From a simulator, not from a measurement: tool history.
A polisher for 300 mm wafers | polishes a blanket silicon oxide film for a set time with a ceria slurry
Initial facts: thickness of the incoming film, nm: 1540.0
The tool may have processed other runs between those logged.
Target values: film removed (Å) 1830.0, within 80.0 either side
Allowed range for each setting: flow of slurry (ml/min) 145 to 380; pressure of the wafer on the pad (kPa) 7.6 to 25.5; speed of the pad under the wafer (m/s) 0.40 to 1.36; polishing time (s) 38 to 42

run,day,flow of slurry (ml/min),pressure of the wafer on the pad (kPa),speed of the pad under the wafer (m/s),polishing time (s),film removed (Å)
1,0.000,245,16.5,0.88,42,1295.5
2,0.371,245,17.9,0.88,42,1341.6
3,0.633,245,20.0,0.90,42,1491.2
4,0.708,245,21.4,0.90,42,1601.8
5,0.796,245,22.1,0.90,42,1614.5
6,0.900,245,22.8,0.90,42,1634.9
7,0.950,245,23.4,0.90,42,1659.3
8,1.321,245,24.1,0.90,42,1778.6

Next run, 5 choices. One meets every target within its allowed miss, the rest don't. Which?
A,1.692,240,25.5,0.90,42,?
B,1.692,255,24.1,0.88,42,?
C,1.692,165,22.8,0.94,42,?
D,1.692,270,25.5,0.80,42,?
E,1.692,150,24.8,0.82,42,?

move,film removed (Å)
A,1812.6
B,1708.4
C,1680.6
D,1648.0
E,1584.6
A: all results in spec
B: moves away from the targets compared with the last run
C: moves away from the targets compared with the last run
D: moves away from the targets compared with the last run
E: moves away from the targets compared with the last run
The move that meets every target is A.

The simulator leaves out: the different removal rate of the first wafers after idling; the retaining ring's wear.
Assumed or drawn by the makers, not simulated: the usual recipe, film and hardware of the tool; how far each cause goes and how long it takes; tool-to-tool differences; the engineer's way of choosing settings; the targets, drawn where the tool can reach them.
